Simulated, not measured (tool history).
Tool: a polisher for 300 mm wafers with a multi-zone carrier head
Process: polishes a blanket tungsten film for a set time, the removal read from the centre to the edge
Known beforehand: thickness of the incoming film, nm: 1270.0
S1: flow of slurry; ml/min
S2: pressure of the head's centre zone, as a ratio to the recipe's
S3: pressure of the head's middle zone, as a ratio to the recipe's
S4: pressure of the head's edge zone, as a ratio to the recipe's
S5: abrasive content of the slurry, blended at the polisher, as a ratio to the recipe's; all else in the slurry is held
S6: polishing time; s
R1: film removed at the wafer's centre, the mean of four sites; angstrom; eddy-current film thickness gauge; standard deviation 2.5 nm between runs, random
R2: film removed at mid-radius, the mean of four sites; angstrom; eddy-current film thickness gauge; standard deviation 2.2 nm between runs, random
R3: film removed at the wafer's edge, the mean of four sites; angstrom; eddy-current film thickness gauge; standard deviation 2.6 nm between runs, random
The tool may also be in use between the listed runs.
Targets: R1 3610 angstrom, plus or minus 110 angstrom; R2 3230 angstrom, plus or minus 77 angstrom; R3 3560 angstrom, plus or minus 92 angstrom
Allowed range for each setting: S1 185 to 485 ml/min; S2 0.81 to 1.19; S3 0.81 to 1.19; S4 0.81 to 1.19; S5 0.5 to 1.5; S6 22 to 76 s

Run 1, hour 0: S1 310 ml/min, S2 1, S3 1, S4 1, S5 1, S6 49 s. Result: R1 3059.9 angstrom, R2 2950.3 angstrom, R3 2988.4 angstrom.
Run 2, hour 0.8: S1 315 ml/min, S2 1.01, S3 1, S4 1.02, S5 1.05, S6 49 s. Result: R1 3098.5 angstrom, R2 2988.1 angstrom, R3 3047.4 angstrom.
Run 3, hour 7.2: S1 320 ml/min, S2 1.02, S3 1, S4 1.04, S5 1.1, S6 49 s. Result: R1 3201.7 angstrom, R2 3042.9 angstrom, R3 3120 angstrom.
Run 4, hour 8.8: S1 320 ml/min, S2 1.02, S3 1.07, S4 1.04, S5 1.1, S6 49 s. Result: R1 3173.5 angstrom, R2 3216.2 angstrom, R3 3122.1 angstrom.
Run 5, hour 17.1: S1 320 ml/min, S2 1.02, S3 1.13, S4 1.04, S5 1.1, S6 49 s. Result: R1 3151.9 angstrom, R2 3351.1 angstrom, R3 3131 angstrom.
Run 6, hour 21.8: S1 325 ml/min, S2 1.03, S3 1.11, S4 1.06, S5 1.1, S6 49 s. Result: R1 3183 angstrom, R2 3307.8 angstrom, R3 3140.9 angstrom.
Run 7, hour 30: S1 325 ml/min, S2 1.03, S3 1.09, S4 1.07, S5 1.15, S6 49 s. Result: R1 3238.9 angstrom, R2 3275.2 angstrom, R3 3184.7 angstrom.
Run 8, hour 37: S1 330 ml/min, S2 1.03, S3 1.08, S4 1.08, S5 1.2, S6 49 s. Result: R1 3220.8 angstrom, R2 3298.3 angstrom, R3 3270.6 angstrom.
Run 9, hour 39.4: S1 385 ml/min, S2 1.13, S3 1.01, S4 1.18, S5 1.25, S6 49 s. Result: R1 3542.8 angstrom, R2 3169.1 angstrom, R3 3449.3 angstrom.

Which one of the following 4 next-run settings gets every result inside its allowed miss? There is exactly one.
Run A, hour 41.8: S1 485 ml/min, S2 1.1, S3 1.05, S4 1.05, S5 1.15, S6 50 s. Result: R1 ?, R2 ?, R3 ?.
Run B, hour 41.8: S1 375 ml/min, S2 1.19, S3 1.04, S4 1.11, S5 1.3, S6 48 s. Result: R1 ?, R2 ?, R3 ?.
Run C, hour 41.8: S1 385 ml/min, S2 1.19, S3 0.97, S4 1.14, S5 1.2, S6 52 s. Result: R1 ?, R2 ?, R3 ?.
Run D, hour 41.8: S1 450 ml/min, S2 1.11, S3 1, S4 1.19, S5 1.2, S6 50 s. Result: R1 ?, R2 ?, R3 ?.

move      R1      R2      R3
   A  3598.8  3326.4  3348.9
   B  3701.6  3194.6  3347.9
   C  3947.3  3226.3  3621.4
   D  3637.9  3214.6  3591.5
A: its largest miss is bigger than the last run's
B: its largest miss is bigger than the last run's
C: the furthest-off result lands on target, but another misses its tolerance
D: in spec on every target
So the answer is move D, the one that meets all the targets.

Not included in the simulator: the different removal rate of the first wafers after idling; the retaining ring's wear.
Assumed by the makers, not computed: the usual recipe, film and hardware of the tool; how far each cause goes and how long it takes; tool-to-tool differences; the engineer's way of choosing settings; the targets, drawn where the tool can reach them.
